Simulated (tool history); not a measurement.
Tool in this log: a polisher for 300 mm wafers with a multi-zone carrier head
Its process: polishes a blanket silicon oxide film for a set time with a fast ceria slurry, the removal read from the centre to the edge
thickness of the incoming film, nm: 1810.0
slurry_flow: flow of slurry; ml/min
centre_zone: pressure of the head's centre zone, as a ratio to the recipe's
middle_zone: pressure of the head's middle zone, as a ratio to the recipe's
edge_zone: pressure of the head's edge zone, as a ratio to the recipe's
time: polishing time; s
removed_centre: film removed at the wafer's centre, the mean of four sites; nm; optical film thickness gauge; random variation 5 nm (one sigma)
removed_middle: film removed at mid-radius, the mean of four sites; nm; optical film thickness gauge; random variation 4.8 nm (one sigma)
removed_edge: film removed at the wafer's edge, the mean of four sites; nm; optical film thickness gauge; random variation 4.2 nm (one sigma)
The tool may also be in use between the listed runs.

run	hour	slurry_flow	centre_zone	middle_zone	edge_zone	time	removed_centre	removed_middle	removed_edge
1	0.0	275	1.00	1.00	1.00	54	462.50	468.80	483.71
2	2.4	275	1.00	1.00	1.08	54	468.31	486.10	496.29
3	9.7	275	1.00	1.00	1.08	68	597.06	610.19	623.30
4	17.6	275	1.00	1.03	1.06	63	547.18	578.38	583.35
5	25.6	275	1.00	1.03	1.06	72	638.31	658.10	661.97
6	32.7	285	1.00	1.06	1.03	66	586.34	622.21	587.81
7	40.4	295	0.98	1.07	1.01	62	546.01	589.95	566.16
8	43.5	295	0.98	1.07	1.01	62	539.27	584.48	554.48
9	48.4	300	0.97	1.09	1.00	59	515.40	553.58	534.63

For run 10, what comes out?
10	56.3	275	0.96	1.11	0.96	57	?	?	?

Run 10 came out at removed_centre 487.56 nm, removed_middle 554.27 nm, removed_edge 501.42 nm.

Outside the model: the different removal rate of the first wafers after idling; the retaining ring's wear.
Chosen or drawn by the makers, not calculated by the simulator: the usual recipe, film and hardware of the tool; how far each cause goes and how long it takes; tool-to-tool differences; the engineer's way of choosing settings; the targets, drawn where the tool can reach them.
